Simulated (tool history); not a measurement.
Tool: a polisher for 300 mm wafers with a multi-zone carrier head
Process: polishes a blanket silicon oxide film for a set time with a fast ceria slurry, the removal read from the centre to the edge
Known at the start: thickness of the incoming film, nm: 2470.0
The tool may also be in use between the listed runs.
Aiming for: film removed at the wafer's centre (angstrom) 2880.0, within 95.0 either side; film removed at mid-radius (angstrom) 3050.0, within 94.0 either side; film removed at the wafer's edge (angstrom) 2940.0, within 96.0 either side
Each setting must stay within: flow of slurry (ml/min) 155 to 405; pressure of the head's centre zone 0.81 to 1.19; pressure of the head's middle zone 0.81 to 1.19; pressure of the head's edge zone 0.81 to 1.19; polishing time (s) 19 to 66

run  hour  flow of slurry (ml/min)  pressure of the head's centre zone  pressure of the head's middle zone  pressure of the head's edge zone  polishing time (s)  film removed at the wafer's centre (angstrom)  film removed at mid-radius (angstrom)  film removed at the wafer's edge (angstrom)
  1   0.0                      260                                1.00                                1.00                              1.00                  42                                         5513.2                                 5514.7                                       5506.2
  2   6.3                      260                                1.00                                1.00                              0.92                  42                                         5459.4                                 5528.7                                       5176.4
  3  11.6                      230                                1.00                                1.00                              0.92                  42                                         5382.5                                 5439.2                                       5197.0
  4  20.0                      230                                1.08                                1.00                              0.92                  42                                         5838.0                                 5366.0                                       5109.1
  5  28.3                      230                                1.05                                0.99                              0.91                  38                                         5158.9                                 4967.6                                       4699.3
  6  34.8                      215                                1.03                                0.97                              0.89                  35                                         4561.2                                 4395.4                                       4280.0
  7  42.0                      225                                1.02                                0.97                              0.88                  32                                         4121.7                                 4044.4                                       3824.5
  8  45.5                      230                                1.00                                0.96                              0.87                  31                                         3988.1                                 3882.4                                       3691.3
  9  53.0                      230                                0.98                                0.95                              0.86                  30                                         3708.7                                 3714.2                                       3549.6
 10  54.0                      240                                0.96                                0.94                              0.85                  29                                         3573.0                                 3538.9                                       3495.5
 11  61.3                      240                                0.95                                0.94                              0.85                  28                                         3370.4                                 3480.1                                       3369.9
 12  61.8                      245                                0.95                                0.94                              0.85                  27                                         3315.9                                 3419.6                                       3242.9
 13  70.4                      250                                0.94                                0.93                              0.84                  27                                         3292.0                                 3306.4                                       3235.4
 14  73.2                      220                                0.89                                0.94                              0.81                  23                                         2653.5                                 2785.4                                       2664.2
 15  76.6                      235                                0.89                                0.94                              0.81                  23                                         2639.4                                 2860.6                                       2653.5

Next run, 4 choices. One meets every target within its allowed miss, the rest don't. Which?
  A  80.0                      220                                1.08                                1.09                              0.81                  21                                              ?                                      ?                                            ?
  B  80.0                      280                                0.97                                1.03                              0.89                  24                                              ?                                      ?                                            ?
  C  80.0                      270                                0.88                                0.91                              0.81                  25                                              ?                                      ?                                            ?
  D  80.0                      220                                0.89                                0.84                              0.85                  26                                              ?                                      ?                                            ?

move  film removed at the wafer's centre (angstrom)  film removed at mid-radius (angstrom)  film removed at the wafer's edge (angstrom)
   A                                         2906.2                                 2913.9                                       2437.7
   B                                         3085.0                                 3275.6                                       2976.9
   C                                         2897.1                                 3064.0                                       2968.7
   D                                         2955.5                                 2902.8                                       3093.3
A: moves away from the targets compared with the last run
B: brings the result that was furthest off to its target, and leaves another outside
C: all results in spec
D: takes the biggest miss from the last run beyond its target
Answer: C
